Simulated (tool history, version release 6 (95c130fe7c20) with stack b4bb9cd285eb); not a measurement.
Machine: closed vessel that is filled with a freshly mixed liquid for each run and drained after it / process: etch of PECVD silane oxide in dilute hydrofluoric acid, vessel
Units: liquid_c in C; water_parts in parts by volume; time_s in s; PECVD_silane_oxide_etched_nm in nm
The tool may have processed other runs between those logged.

{"run": 1, "day": 0.0, "liquid_c": 23.0, "water_parts": 165, "time_s": 30, "PECVD_silane_oxide_etched_nm": 8.1225}
{"run": 2, "day": 0.054, "liquid_c": 25.5, "water_parts": 140, "time_s": 30, "PECVD_silane_oxide_etched_nm": 10.76}
{"run": 3, "day": 0.096, "liquid_c": 27.0, "water_parts": 125, "time_s": 30, "PECVD_silane_oxide_etched_nm": 13.144}
{"run": 4, "day": 0.233, "liquid_c": 27.0, "water_parts": 125, "time_s": 30, "PECVD_silane_oxide_etched_nm": 12.992}
{"run": 5, "day": 0.504, "liquid_c": 28.5, "water_parts": 115, "time_s": 30, "PECVD_silane_oxide_etched_nm": 15.27}
{"run": 6, "day": 0.871, "liquid_c": 28.5, "water_parts": 60, "time_s": 30, "PECVD_silane_oxide_etched_nm": 31.729}

Expected results for the next run?
{"run": 7, "day": 1.183, "liquid_c": 25.5, "water_parts": 70, "time_s": 30, "PECVD_silane_oxide_etched_nm": "?"}

PECVD_silane_oxide_etched_nm: 23.9380 nm
